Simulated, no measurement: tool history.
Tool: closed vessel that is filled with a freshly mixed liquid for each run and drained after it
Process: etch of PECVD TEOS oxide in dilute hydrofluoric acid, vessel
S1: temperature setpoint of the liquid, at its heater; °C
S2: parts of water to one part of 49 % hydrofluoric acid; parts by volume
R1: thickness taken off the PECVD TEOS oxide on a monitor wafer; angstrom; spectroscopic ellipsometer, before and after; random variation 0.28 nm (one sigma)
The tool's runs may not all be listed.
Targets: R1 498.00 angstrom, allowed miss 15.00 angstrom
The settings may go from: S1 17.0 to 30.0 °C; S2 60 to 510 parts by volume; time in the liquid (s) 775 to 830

Run 1, hour 0.0: S1 22.0 °C, S2 285 parts by volume, time in the liquid (s) 775. Result: R1 407.68 angstrom.
Run 2, hour 5.2: S1 22.0 °C, S2 325 parts by volume, time in the liquid (s) 775. Result: R1 343.30 angstrom.
Run 3, hour 10.6: S1 23.5 °C, S2 320 parts by volume, time in the liquid (s) 775. Result: R1 369.08 angstrom.
Run 4, hour 17.4: S1 23.5 °C, S2 355 parts by volume, time in the liquid (s) 775. Result: R1 323.47 angstrom.
Run 5, hour 20.4: S1 27.0 °C, S2 355 parts by volume, time in the liquid (s) 775. Result: R1 362.74 angstrom.
Run 6, hour 23.4: S1 27.0 °C, S2 355 parts by volume, time in the liquid (s) 775. Result: R1 362.18 angstrom.
Run 7, hour 32.8: S1 27.5 °C, S2 345 parts by volume, time in the liquid (s) 775. Result: R1 385.93 angstrom.
Run 8, hour 34.6: S1 28.0 °C, S2 335 parts by volume, time in the liquid (s) 775. Result: R1 403.81 angstrom.
Run 9, hour 41.3: S1 28.5 °C, S2 330 parts by volume, time in the liquid (s) 775. Result: R1 419.81 angstrom.
Run 10, hour 45.8: S1 29.0 °C, S2 325 parts by volume, time in the liquid (s) 775. Result: R1 431.42 angstrom.
Run 11, hour 49.4: S1 29.0 °C, S2 320 parts by volume, time in the liquid (s) 775. Result: R1 444.29 angstrom.
Run 12, hour 54.8: S1 29.0 °C, S2 315 parts by volume, time in the liquid (s) 775. Result: R1 455.37 angstrom.
Run 13, hour 58.6: S1 29.0 °C, S2 310 parts by volume, time in the liquid (s) 775. Result: R1 464.70 angstrom.

4 next moves are on the table. One of them brings every result within its allowed miss. Which?
Run A, hour 62.4: S1 29.5 °C, S2 305 parts by volume, time in the liquid (s) 800. Result: R1 ?.
Run B, hour 62.4: S1 29.5 °C, S2 315 parts by volume, time in the liquid (s) 775. Result: R1 ?.
Run C, hour 62.4: S1 30.0 °C, S2 335 parts by volume, time in the liquid (s) 830. Result: R1 ?.
Run D, hour 62.4: S1 29.5 °C, S2 330 parts by volume, time in the liquid (s) 810. Result: R1 ?.

move      R1
   A  494.81
   B  459.15
   C  459.87
   D  450.82
A: meets every target
B: further off than the last run
C: further off than the last run
D: further off than the last run
Move A is the one to make.

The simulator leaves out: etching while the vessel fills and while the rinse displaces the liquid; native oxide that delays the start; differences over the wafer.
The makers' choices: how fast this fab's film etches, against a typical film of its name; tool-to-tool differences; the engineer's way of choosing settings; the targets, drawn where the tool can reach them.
